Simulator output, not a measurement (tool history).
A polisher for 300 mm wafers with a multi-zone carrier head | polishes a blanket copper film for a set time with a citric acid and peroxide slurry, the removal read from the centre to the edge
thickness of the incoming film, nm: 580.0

run  hour  flow of slurry (ml/min)  pressure of the head's centre zone  pressure of the head's middle zone  pressure of the head's edge zone  abrasive content of the slurry  polishing time (s)  film removed at the wafer's centre (Å)  film removed at mid-radius (Å)  film removed at the wafer's edge (Å)
  1     0                      255                                   1                                   1                                 1                               1                  53                                  1899.1                          1857.3                                1863.1
  2   5.8                      250                                0.99                                0.99                              0.97                             0.9                  49                                  1721.6                          1685.8                                1620.1
  3   7.1                      250                                0.99                                0.99                              0.97                             0.7                  49                                  1574.6                          1529.2                                1519.9
  4    15                      245                                0.97                                0.97                              0.94                            0.65                  48                                  1501.9                          1463.7                                1473.8
  5  16.3                      245                                1.01                                0.97                              0.94                            0.65                  48                                  1563.5                          1498.3                                1460.5
  6  19.2                      245                                   1                                0.96                              0.92                             0.6                  46                                  1446.7                          1395.8                                1375.8
  7  24.1                      230                                0.98                                0.92                              0.82                             0.5                  39                                  1142.8                          1096.6                                1044.1

Forecast run 8:
  8  32.5                      245                                0.98                                0.92                              0.84                             0.5                  39                                       ?                               ?                                     ?

Run 8 gave film removed at the wafer's centre (Å) 1140.3, film removed at mid-radius (Å) 1084, film removed at the wafer's edge (Å) 1072.8.
